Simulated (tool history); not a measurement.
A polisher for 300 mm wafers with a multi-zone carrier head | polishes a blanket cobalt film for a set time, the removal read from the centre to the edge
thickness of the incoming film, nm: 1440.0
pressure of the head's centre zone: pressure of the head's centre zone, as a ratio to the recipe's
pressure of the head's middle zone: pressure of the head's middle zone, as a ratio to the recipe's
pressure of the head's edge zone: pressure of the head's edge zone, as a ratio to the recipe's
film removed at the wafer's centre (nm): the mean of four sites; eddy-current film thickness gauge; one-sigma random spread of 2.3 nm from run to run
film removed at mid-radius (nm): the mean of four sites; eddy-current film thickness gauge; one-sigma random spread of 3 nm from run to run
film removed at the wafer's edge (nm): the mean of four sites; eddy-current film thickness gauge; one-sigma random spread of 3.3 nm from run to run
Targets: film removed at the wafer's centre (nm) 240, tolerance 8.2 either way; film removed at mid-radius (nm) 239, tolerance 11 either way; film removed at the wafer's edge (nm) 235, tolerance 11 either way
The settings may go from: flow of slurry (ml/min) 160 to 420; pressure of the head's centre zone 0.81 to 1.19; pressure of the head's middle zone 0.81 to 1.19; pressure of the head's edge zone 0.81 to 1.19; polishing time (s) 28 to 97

run,hour,flow of slurry (ml/min),pressure of the head's centre zone,pressure of the head's middle zone,pressure of the head's edge zone,polishing time (s),film removed at the wafer's centre (nm),film removed at mid-radius (nm),film removed at the wafer's edge (nm)
1,0,270,1,1,1,62,322.88,304.41,316.48
2,7.5,270,1,1,1,52,275.36,259.99,265.05
3,8.2,270,1,1,1,65,342.35,326.77,321.59
4,15.2,270,1,1,0.91,65,339.76,325.02,303.82
5,23.5,270,1,0.96,0.91,65,340.1,314.44,310.2
6,29.5,270,0.99,0.96,0.9,63,326.07,306.29,302.54
7,31.6,270,0.99,0.96,0.9,63,330.09,303.46,297.25
8,34.8,265,0.97,0.96,0.89,61,308.56,295.93,284.72
9,37.7,260,0.96,0.95,0.88,60,297.06,293.17,279.05
10,40.4,260,0.96,0.94,0.88,58,289.95,273.92,276.66
11,41.4,250,0.91,0.96,0.82,48,226.36,233.31,221.88

Exercise: of the 4 proposed moves below, exactly one satisfies all targets within the stated allowed misses. Which move is it?
A,42.4,320,0.89,1,0.81,45,?,?,?
B,42.4,220,1,0.85,0.87,48,?,?,?
C,42.4,240,1.03,0.96,0.85,46,?,?,?
D,42.4,180,0.93,0.92,0.83,54,?,?,?

move,film removed at the wafer's centre (nm),film removed at mid-radius (nm),film removed at the wafer's edge (nm)
A,214.64,229.81,207.67
B,244.5,210.65,221.28
C,244.9,221.04,211.57
D,246.15,240.99,237.51
A: further off than the last run
B: brings the result that was furthest off to its target, and leaves another outside
C: brings the result that was furthest off to its target, and leaves another outside
D: all results land within tolerance of their targets
Move D is the one to make.
